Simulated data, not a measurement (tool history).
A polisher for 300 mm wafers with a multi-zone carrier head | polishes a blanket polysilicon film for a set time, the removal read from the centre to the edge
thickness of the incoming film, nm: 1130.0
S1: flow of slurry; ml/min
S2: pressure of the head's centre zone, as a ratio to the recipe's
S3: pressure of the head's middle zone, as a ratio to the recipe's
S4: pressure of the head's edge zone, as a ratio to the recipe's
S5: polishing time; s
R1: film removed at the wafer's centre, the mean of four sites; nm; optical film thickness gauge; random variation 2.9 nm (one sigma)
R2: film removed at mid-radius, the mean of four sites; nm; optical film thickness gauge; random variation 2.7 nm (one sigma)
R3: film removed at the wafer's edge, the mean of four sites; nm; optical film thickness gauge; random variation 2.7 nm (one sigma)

| run | hour | S1 | S2 | S3 | S4 | S5 | R1 | R2 | R3 |
|---|---|---|---|---|---|---|---|---|---|
| 1 | 0.0 | 195 | 1.00 | 1.00 | 1.00 | 43 | 350.82 | 343.71 | 330.57 |
| 2 | 6.7 | 195 | 0.92 | 1.00 | 1.00 | 43 | 326.09 | 337.09 | 337.20 |
| 3 | 7.9 | 195 | 0.95 | 0.98 | 1.00 | 41 | 318.26 | 321.91 | 315.59 |
| 4 | 14.5 | 195 | 0.95 | 0.98 | 0.93 | 41 | 314.77 | 322.82 | 308.47 |
| 5 | 21.6 | 195 | 0.95 | 0.98 | 0.93 | 51 | 400.78 | 401.47 | 387.64 |
| 6 | 24.2 | 195 | 0.90 | 0.98 | 0.93 | 51 | 377.42 | 399.37 | 377.43 |
| 7 | 26.0 | 195 | 0.93 | 0.96 | 0.92 | 48 | 368.83 | 360.30 | 355.90 |
| 8 | 34.9 | 195 | 0.95 | 0.95 | 0.91 | 46 | 359.50 | 354.24 | 346.01 |
| 9 | 40.7 | 195 | 0.98 | 0.93 | 0.91 | 43 | 342.71 | 324.23 | 320.16 |
| 10 | 41.5 | 195 | 1.00 | 0.92 | 0.91 | 41 | 342.65 | 301.65 | 306.64 |
| 11 | 44.7 | 195 | 1.01 | 0.91 | 0.90 | 40 | 332.19 | 292.19 | 302.84 |

The next listed run, before its measurement:
| 12 | 51.6 | 195 | 1.03 | 0.90 | 0.89 | 38 | ? | ? | ? |

R1: 316.50 nm
R2: 277.50 nm
R3: 280.24 nm
